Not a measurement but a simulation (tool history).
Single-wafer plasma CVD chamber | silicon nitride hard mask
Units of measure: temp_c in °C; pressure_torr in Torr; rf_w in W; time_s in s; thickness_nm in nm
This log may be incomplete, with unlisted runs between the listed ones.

| run | hour | temp_c | pressure_torr | rf_w | time_s | thickness_nm |
|---|---|---|---|---|---|---|
| 1 | 0.0 | 400 | 1.52 | 370 | 76.4 | 102.890 |
| 2 | 3.9 | 400 | 1.52 | 370 | 76.4 | 102.770 |
| 3 | 9.6 | 400 | 1.46 | 370 | 76.4 | 100.760 |
| 4 | 13.0 | 400 | 1.71 | 370 | 76.4 | 108.140 |
| 5 | 20.5 | 400 | 1.71 | 370 | 78.8 | 110.490 |
| 6 | 24.6 | 400 | 1.63 | 370 | 78.8 | 108.800 |
| 7 | 33.3 | 400 | 1.33 | 335 | 78.7 | 94.019 |
| 8 | 39.4 | 400 | 1.32 | 335 | 78.7 | 93.737 |
| 9 | 45.8 | 400 | 1.31 | 335 | 78.7 | 93.628 |

Predict the results of run 10:
| 10 | 47.8 | 400 | 1.30 | 335 | 78.7 | ? |

{"run 10": {"thickness_nm": 93.111}}
